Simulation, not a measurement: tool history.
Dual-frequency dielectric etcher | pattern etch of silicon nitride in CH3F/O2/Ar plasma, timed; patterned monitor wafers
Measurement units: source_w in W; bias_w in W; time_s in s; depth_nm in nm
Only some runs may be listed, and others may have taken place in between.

| run | hour | source_w | bias_w | time_s | depth_nm |
|---|---|---|---|---|---|
| 1 | 0 | 380 | 86 | 56.5 | 39.901 |
| 2 | 1.5 | 410 | 86 | 56.5 | 41.436 |
| 3 | 8.5 | 410 | 73 | 56.5 | 38.412 |
| 4 | 10.8 | 390 | 71 | 56.5 | 37.268 |
|  | 16.1 | bias power generator calibrated |
| 5 | 16.1 | 370 | 69 | 56.5 | 35.697 |
| 6 | 20.6 | 370 | 69 | 56.5 | 35.606 |
| 7 | 27.6 | 350 | 68 | 56.5 | 34.524 |

Run 8 has not been measured yet. What should we expect?
| 8 | 31.1 | 340 | 68 | 56.5 | ? |

{"run 8": {"depth_nm": 34.152}}
